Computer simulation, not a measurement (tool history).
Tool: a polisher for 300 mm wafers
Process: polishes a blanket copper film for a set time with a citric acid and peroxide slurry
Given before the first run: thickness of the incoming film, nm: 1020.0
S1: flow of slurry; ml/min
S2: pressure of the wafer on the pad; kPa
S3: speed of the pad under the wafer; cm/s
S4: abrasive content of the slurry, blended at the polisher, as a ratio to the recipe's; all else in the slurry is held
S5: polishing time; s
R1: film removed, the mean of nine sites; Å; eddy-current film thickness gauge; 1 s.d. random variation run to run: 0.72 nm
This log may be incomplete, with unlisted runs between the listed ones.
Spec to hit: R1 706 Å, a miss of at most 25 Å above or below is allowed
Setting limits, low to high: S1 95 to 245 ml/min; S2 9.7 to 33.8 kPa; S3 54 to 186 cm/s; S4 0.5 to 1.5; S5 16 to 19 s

run	hour	S1	S2	S3	S4	S5	R1
1	0	155	21.4	118	1	19	414.14
2	3.6	155	21.4	118	1	19	408.18
3	9.9	160	24.8	118	1	19	474.15
4	15.2	160	24.8	118	1	19	472.67
5	19.5	165	27.6	120	1	19	530.64
6	28.5	165	27.6	120	1.15	19	550.73
7	32.8	165	29.6	120	1.15	19	583.06
8	37.8	170	31	120	1.15	19	606.84
9	42.2	170	31.7	122	1.15	19	628.04
10	45.7	170	32.4	124	1.15	19	635.63
11	48.4	175	33.1	126	1.15	19	682.55
12	53.2	175	33.1	126	1.15	19	673.97

Exercise: of the 4 proposed moves below, exactly one satisfies all targets within the stated allowed misses. Which move is it?
A	58	215	31.7	132	1.3	16	?
B	58	185	33.1	130	1.3	17	?
C	58	215	29.6	146	1.2	18	?
D	58	175	33.8	138	1.25	19	?

move	R1
A	611.29
B	650.32
C	702.53
D	770.79
A: the biggest miss grows against the last run
B: the biggest miss grows against the last run
C: each result inside its tolerance
D: pushes the last run's worst result past its target
So the answer is move C, the one that meets all the targets.

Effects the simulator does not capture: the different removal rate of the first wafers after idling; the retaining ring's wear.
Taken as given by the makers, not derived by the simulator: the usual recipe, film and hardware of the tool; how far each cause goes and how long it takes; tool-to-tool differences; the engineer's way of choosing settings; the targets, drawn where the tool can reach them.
